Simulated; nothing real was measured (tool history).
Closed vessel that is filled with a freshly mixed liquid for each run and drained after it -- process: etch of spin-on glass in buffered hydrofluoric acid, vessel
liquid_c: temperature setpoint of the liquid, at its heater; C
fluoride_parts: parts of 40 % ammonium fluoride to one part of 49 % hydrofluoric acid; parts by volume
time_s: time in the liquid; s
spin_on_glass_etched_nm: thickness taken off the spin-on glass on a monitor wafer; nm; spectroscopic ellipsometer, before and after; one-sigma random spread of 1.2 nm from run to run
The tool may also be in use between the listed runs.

{"run": 1, "hour": 0.0, "liquid_c": 22.0, "fluoride_parts": 9.0, "time_s": 105, "spin_on_glass_etched_nm": 411.16}
{"run": 2, "hour": 5.3, "liquid_c": 25.0, "fluoride_parts": 9.0, "time_s": 105, "spin_on_glass_etched_nm": 485.71}
{"run": 3, "hour": 9.4, "liquid_c": 23.5, "fluoride_parts": 9.0, "time_s": 105, "spin_on_glass_etched_nm": 449.99}
{"run": 4, "hour": 13.8, "liquid_c": 25.0, "fluoride_parts": 9.0, "time_s": 105, "spin_on_glass_etched_nm": 485.34}
{"run": 5, "hour": 19.9, "liquid_c": 23.0, "fluoride_parts": 9.0, "time_s": 105, "spin_on_glass_etched_nm": 435.15}
{"run": 6, "hour": 26.3, "liquid_c": 22.0, "fluoride_parts": 9.0, "time_s": 105, "spin_on_glass_etched_nm": 414.57}
{"run": 7, "hour": 27.7, "liquid_c": 21.0, "fluoride_parts": 9.0, "time_s": 105, "spin_on_glass_etched_nm": 389.7}

Run 8, settings as shown, results not yet in. Your forecast:
{"run": 8, "hour": 33.2, "liquid_c": 20.5, "fluoride_parts": 9.0, "time_s": 105, "spin_on_glass_etched_nm": "?"}

spin_on_glass_etched_nm: 381.10 nm
